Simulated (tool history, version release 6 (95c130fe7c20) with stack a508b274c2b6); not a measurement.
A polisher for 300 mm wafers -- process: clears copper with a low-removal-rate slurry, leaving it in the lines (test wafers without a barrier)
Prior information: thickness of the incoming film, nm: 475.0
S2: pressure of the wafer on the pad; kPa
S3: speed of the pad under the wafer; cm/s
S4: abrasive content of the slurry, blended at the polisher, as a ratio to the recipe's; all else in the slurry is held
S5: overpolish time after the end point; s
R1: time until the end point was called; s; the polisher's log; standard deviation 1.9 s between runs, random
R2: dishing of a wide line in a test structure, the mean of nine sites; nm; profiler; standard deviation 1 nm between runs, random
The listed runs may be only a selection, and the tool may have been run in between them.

run 1 day=0 | flow_of_slurry_(ml/min)=175 S2=24.8 S3=92 S4=1 S5=16 | R1=167.41 R2=32.212
run 2 day=0.317 | flow_of_slurry_(ml/min)=220 S2=24.8 S3=92 S4=1 S5=16 | R1=163.13 R2=34.936
run 3 day=0.412 | flow_of_slurry_(ml/min)=220 S2=24.8 S3=92 S4=1 S5=18 | R1=161.98 R2=37.599
run 4 day=0.642 | flow_of_slurry_(ml/min)=220 S2=24.8 S3=92 S4=0.85 S5=18 | R1=171.9 R2=35.845
run 5 day=0.896 | flow_of_slurry_(ml/min)=220 S2=27.6 S3=92 S4=0.85 S5=18 | R1=153.75 R2=38.773
run 6 day=1.254 | flow_of_slurry_(ml/min)=220 S2=22.8 S3=92 S4=0.85 S5=18 | R1=185.69 R2=33.231
run 7 day=1.588 | flow_of_slurry_(ml/min)=220 S2=22.8 S3=92 S4=0.85 S5=18 | R1=181.18 R2=33.49
run 8 day=1.892 | flow_of_slurry_(ml/min)=220 S2=22.8 S3=92 S4=0.9 S5=20 | R1=184.47 R2=37.689

Run 9 is up next; what results do you expect?
run 9 day=2.025 | flow_of_slurry_(ml/min)=220 S2=23.4 S3=92 S4=0.9 S5=21 | R1=? R2=?

R1: 176.15 s
R2: 40.274 nm
